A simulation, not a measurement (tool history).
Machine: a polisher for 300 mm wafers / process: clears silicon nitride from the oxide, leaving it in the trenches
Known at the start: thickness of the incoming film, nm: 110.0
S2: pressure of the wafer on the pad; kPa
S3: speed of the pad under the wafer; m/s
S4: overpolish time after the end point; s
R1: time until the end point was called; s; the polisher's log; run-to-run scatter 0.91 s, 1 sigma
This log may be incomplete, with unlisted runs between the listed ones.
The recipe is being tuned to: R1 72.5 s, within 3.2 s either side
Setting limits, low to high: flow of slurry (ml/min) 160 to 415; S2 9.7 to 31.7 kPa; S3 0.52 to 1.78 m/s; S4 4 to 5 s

Run 1, hour 0: flow of slurry (ml/min) 265, S2 20.7 kPa, S3 1.14 m/s, S4 5 s. Result: R1 96.59 s.
Run 2, hour 5.5: flow of slurry (ml/min) 265, S2 20.7 kPa, S3 1.3 m/s, S4 5 s. Result: R1 83.927 s.
Run 3, hour 8.2: flow of slurry (ml/min) 265, S2 21.4 kPa, S3 1.3 m/s, S4 5 s. Result: R1 79.87 s.
Run 4, hour 17.1: flow of slurry (ml/min) 265, S2 22.1 kPa, S3 1.3 m/s, S4 5 s. Result: R1 80.002 s.
Run 5, hour 19.8: flow of slurry (ml/min) 265, S2 22.1 kPa, S3 1.3 m/s, S4 5 s. Result: R1 79.657 s.
Run 6, hour 22.1: flow of slurry (ml/min) 310, S2 22.1 kPa, S3 1.3 m/s, S4 5 s. Result: R1 76.721 s.
Run 7, hour 25.7: flow of slurry (ml/min) 315, S2 22.8 kPa, S3 1.3 m/s, S4 5 s. Result: R1 77.048 s.
At hour 32.9: worn pad replaced by a new one.
Run 8, hour 32.9: flow of slurry (ml/min) 315, S2 23.4 kPa, S3 1.3 m/s, S4 5 s. Result: R1 67.714 s.

5 next moves are on the table. One of them brings every result within its allowed miss. Which?
Run A, hour 40.1: flow of slurry (ml/min) 360, S2 18.6 kPa, S3 1.5 m/s, S4 5 s. Result: R1 ?.
Run B, hour 40.1: flow of slurry (ml/min) 330, S2 23.4 kPa, S3 1.44 m/s, S4 5 s. Result: R1 ?.
Run C, hour 40.1: flow of slurry (ml/min) 350, S2 28.3 kPa, S3 1.24 m/s, S4 4 s. Result: R1 ?.
Run D, hour 40.1: flow of slurry (ml/min) 275, S2 20 kPa, S3 1.28 m/s, S4 4 s. Result: R1 ?.
Run E, hour 40.1: flow of slurry (ml/min) 385, S2 22.8 kPa, S3 1.4 m/s, S4 4 s. Result: R1 ?.

move      R1
   A  72.615
   B  61.537
   C  59.455
   D  81.369
   E  64.241
A: in spec on every target
B: lands further from the targets than the last run did
C: lands further from the targets than the last run did
D: carries the result that was furthest off beyond its target, to the other side
E: lands further from the targets than the last run did
So the answer is move A, the one that meets all the targets.
